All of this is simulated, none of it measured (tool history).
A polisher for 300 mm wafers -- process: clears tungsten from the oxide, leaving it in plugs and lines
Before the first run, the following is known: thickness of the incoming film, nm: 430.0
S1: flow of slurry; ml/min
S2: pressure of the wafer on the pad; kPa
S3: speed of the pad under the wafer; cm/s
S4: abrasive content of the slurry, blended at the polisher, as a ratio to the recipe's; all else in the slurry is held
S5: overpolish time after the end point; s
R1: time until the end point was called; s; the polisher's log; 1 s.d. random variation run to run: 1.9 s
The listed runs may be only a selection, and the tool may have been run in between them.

{"run": 1, "day": 0.0, "S1": 165, "S2": 30.3, "S3": 116, "S4": 1, "S5": 18, "R1": 77.744}
{"run": 2, "day": 0.308, "S1": 165, "S2": 29, "S3": 116, "S4": 1, "S5": 18, "R1": 80.284}
{"run": 3, "day": 0.492, "S1": 165, "S2": 27.6, "S3": 114, "S4": 1, "S5": 18, "R1": 83.927}
{"run": 4, "day": 0.746, "S1": 165, "S2": 27.6, "S3": 114, "S4": 1.2, "S5": 18, "R1": 80.985}
{"run": 5, "day": 0.833, "S1": 165, "S2": 27.6, "S3": 114, "S4": 1.2, "S5": 20, "R1": 81.543}
{"run": 6, "day": 0.958, "S1": 165, "S2": 26.2, "S3": 112, "S4": 1.2, "S5": 20, "R1": 88.513}
{"run": 7, "day": 1.208, "S1": 165, "S2": 24.8, "S3": 112, "S4": 1.2, "S5": 20, "R1": 90.066}

Predict the results of run 8:
{"run": 8, "day": 1.354, "S1": 165, "S2": 23.4, "S3": 110, "S4": 1.2, "S5": 20, "R1": "?"}

{"run 8": {"R1": 96.392}}
